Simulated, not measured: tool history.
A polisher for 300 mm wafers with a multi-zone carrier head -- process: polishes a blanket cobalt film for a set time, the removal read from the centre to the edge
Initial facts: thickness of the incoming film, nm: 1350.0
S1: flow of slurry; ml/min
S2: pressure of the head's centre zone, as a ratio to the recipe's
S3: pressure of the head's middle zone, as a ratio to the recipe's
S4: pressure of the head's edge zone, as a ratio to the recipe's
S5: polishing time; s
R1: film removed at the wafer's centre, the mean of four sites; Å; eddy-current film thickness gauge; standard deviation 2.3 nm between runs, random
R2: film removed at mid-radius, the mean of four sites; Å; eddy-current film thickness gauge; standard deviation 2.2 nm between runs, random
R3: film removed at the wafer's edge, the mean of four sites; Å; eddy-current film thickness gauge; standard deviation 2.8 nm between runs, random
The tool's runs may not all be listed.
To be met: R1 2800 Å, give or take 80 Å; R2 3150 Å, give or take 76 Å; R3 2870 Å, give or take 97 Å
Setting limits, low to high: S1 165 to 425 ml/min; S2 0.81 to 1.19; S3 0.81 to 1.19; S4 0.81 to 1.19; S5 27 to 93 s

| run | day | S1 | S2 | S3 | S4 | S5 | R1 | R2 | R3 |
|---|---|---|---|---|---|---|---|---|---|
| 1 | 0 | 275 | 1 | 1 | 1 | 59 | 2328.9 | 2327.2 | 2374.4 |
| 2 | 0.229 | 290 | 1.01 | 1.04 | 1.03 | 61 | 2464 | 2529.4 | 2511.7 |
| 3 | 0.283 | 290 | 1.01 | 1.04 | 1.03 | 75 | 3022.1 | 3070.6 | 3066 |
| 4 | 0.612 | 290 | 1.01 | 1.04 | 1.03 | 69 | 2718 | 2856.4 | 2783.2 |
| 5 | 0.754 | 290 | 1.01 | 1.04 | 1.08 | 69 | 2789.9 | 2877.5 | 2902 |
| 6 | 1.033 | 290 | 1.01 | 0.99 | 1.08 | 69 | 2775.7 | 2740.6 | 2911.9 |
| 7 | 1.092 | 305 | 1.01 | 1.02 | 1.07 | 69 | 2774.4 | 2830.7 | 2856.1 |
| 8 | 1.433 | 315 | 1.01 | 1.04 | 1.07 | 69 | 2763.3 | 2851.6 | 2869.3 |
| 9 | 1.662 | 315 | 1.01 | 1.07 | 1.07 | 69 | 2816.7 | 2952.5 | 2863 |

Pick the move, out of 5, that brings all results within their allowed miss; only one does.
| A | 1.892 | 280 | 1.03 | 0.92 | 1.07 | 72 | ? | ? | ? |
| B | 1.892 | 355 | 1 | 1.15 | 1.06 | 69 | ? | ? | ? |
| C | 1.892 | 325 | 1.04 | 1.08 | 1.05 | 67 | ? | ? | ? |
| D | 1.892 | 220 | 1.05 | 1.04 | 1.13 | 70 | ? | ? | ? |
| E | 1.892 | 320 | 1.06 | 0.96 | 1.07 | 68 | ? | ? | ? |

| move | R1 | R2 | R3 |
|---|---|---|---|
| A | 2926.7 | 2652.9 | 3005.6 |
| B | 2815.9 | 3162.7 | 2923.3 |
| C | 2812.2 | 2880.8 | 2808.9 |
| D | 2779.9 | 2749.7 | 2902.1 |
| E | 2901.1 | 2641.1 | 2874.1 |
A: moves away from the targets compared with the last run
B: all results land within tolerance of their targets
C: moves away from the targets compared with the last run
D: moves away from the targets compared with the last run
E: moves away from the targets compared with the last run
Go with B: it meets all targets.
